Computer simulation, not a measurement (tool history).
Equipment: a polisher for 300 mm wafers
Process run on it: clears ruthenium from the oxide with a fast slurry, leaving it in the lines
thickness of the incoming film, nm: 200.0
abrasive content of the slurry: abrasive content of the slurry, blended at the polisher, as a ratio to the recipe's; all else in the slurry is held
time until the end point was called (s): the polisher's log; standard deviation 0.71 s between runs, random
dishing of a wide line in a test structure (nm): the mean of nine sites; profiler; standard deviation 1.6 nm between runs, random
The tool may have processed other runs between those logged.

| run | hour | flow of slurry (ml/min) | pressure of the wafer on the pad (kPa) | speed of the pad under the wafer (cm/s) | abrasive content of the slurry | overpolish time after the end point (s) | time until the end point was called (s) | dishing of a wide line in a test structure (nm) |
|---|---|---|---|---|---|---|---|---|
| 1 | 0.0 | 120 | 15.9 | 110 | 1.0 | 21 | 56.081 | 51.833 |
| 2 | 7.0 | 120 | 17.2 | 110 | 1.0 | 21 | 50.310 | 55.106 |
| 3 | 10.4 | 135 | 17.2 | 110 | 1.0 | 21 | 50.415 | 53.226 |
| 4 | 11.4 | 135 | 17.2 | 110 | 1.0 | 30 | 49.358 | 66.521 |
| 5 | 14.6 | 135 | 17.2 | 110 | 1.0 | 33 | 49.093 | 70.316 |
| 6 | 19.7 | 135 | 17.2 | 130 | 1.0 | 33 | 44.085 | 72.569 |

For run 7, what comes out?
| 7 | 24.7 | 135 | 17.9 | 132 | 1.0 | 32 | ? | ? |

time until the end point was called (s): 41.197
dishing of a wide line in a test structure (nm): 73.519
